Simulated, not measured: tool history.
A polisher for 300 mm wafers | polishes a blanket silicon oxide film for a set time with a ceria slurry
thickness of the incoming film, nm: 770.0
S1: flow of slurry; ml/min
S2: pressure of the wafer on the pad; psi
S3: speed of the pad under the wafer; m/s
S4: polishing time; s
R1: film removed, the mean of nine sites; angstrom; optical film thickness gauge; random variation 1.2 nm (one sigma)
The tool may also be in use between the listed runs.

{"run": 1, "hour": 0.0, "S1": 270, "S2": 3.6, "S3": 1.22, "S4": 46, "R1": 2474.3}
{"run": 2, "hour": 6.6, "S1": 270, "S2": 3.6, "S3": 1.22, "S4": 46, "R1": 2464.9}
{"run": 3, "hour": 14.2, "S1": 295, "S2": 3.6, "S3": 1.22, "S4": 46, "R1": 2478.9}
{"run": 4, "hour": 20.7, "S1": 295, "S2": 3, "S3": 1.22, "S4": 46, "R1": 2189.6}
{"run": 5, "hour": 26.6, "S1": 295, "S2": 3, "S3": 1.22, "S4": 46, "R1": 2184.6}
{"run": 6, "hour": 32.1, "S1": 260, "S2": 3, "S3": 1.22, "S4": 46, "R1": 2133.1}
{"run": 7, "hour": 39.3, "S1": 260, "S2": 3, "S3": 1.22, "S4": 46, "R1": 2161.8}
{"run": 8, "hour": 39.9, "S1": 260, "S2": 2.6, "S3": 1.18, "S4": 46, "R1": 1896.1}

Forecast run 9:
{"run": 9, "hour": 41.4, "S1": 255, "S2": 2.3, "S3": 1.16, "S4": 46, "R1": "?"}

{"run 9": {"R1": 1711}}

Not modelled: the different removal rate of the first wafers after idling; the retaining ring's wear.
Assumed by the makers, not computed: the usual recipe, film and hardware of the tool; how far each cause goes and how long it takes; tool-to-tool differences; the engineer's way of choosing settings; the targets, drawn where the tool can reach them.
